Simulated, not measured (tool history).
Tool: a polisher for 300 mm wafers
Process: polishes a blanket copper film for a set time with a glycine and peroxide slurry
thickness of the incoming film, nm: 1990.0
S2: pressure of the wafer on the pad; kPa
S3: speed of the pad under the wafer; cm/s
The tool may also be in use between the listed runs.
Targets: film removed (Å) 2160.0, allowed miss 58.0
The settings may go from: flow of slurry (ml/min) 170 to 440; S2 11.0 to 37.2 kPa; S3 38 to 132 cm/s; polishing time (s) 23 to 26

run 1 hour=0.0 | flow_of_slurry_(ml/min)=280 S2=24.1 S3=84 polishing_time_(s)=26 | film_removed_(Å)=1190.0
run 2 hour=8.5 | flow_of_slurry_(ml/min)=280 S2=24.1 S3=94 polishing_time_(s)=26 | film_removed_(Å)=1326.5
run 3 hour=16.8 | flow_of_slurry_(ml/min)=285 S2=27.6 S3=94 polishing_time_(s)=26 | film_removed_(Å)=1468.6
run 4 hour=18.6 | flow_of_slurry_(ml/min)=285 S2=30.3 S3=96 polishing_time_(s)=26 | film_removed_(Å)=1635.1
run 5 hour=20.6 | flow_of_slurry_(ml/min)=285 S2=26.2 S3=96 polishing_time_(s)=26 | film_removed_(Å)=1454.8
run 6 hour=28.2 | flow_of_slurry_(ml/min)=285 S2=31.0 S3=96 polishing_time_(s)=26 | film_removed_(Å)=1663.9
run 7 hour=29.2 | flow_of_slurry_(ml/min)=285 S2=31.0 S3=96 polishing_time_(s)=26 | film_removed_(Å)=1681.0
run 8 hour=34.2 | flow_of_slurry_(ml/min)=300 S2=37.2 S3=100 polishing_time_(s)=26 | film_removed_(Å)=2041.5
run 9 hour=37.8 | flow_of_slurry_(ml/min)=300 S2=37.2 S3=102 polishing_time_(s)=26 | film_removed_(Å)=2078.8

5 next moves are on the table. One of them brings every result within its allowed miss. Which?
run A hour=41.4 | flow_of_slurry_(ml/min)=305 S2=35.2 S3=122 polishing_time_(s)=26 | film_removed_(Å)=?
run B hour=41.4 | flow_of_slurry_(ml/min)=340 S2=37.2 S3=124 polishing_time_(s)=24 | film_removed_(Å)=?
run C hour=41.4 | flow_of_slurry_(ml/min)=225 S2=37.2 S3=108 polishing_time_(s)=26 | film_removed_(Å)=?
run D hour=41.4 | flow_of_slurry_(ml/min)=385 S2=34.5 S3=118 polishing_time_(s)=26 | film_removed_(Å)=?
run E hour=41.4 | flow_of_slurry_(ml/min)=260 S2=36.5 S3=98 polishing_time_(s)=26 | film_removed_(Å)=?

move=A film_removed_(Å)=2309.2
move=B film_removed_(Å)=2293.6
move=C film_removed_(Å)=2141.0
move=D film_removed_(Å)=2230.1
move=E film_removed_(Å)=1948.2
A: takes the result that was furthest off past its target
B: takes the result that was furthest off past its target
C: meets every target
D: takes the result that was furthest off past its target
E: further off than the last run
The right move is C.
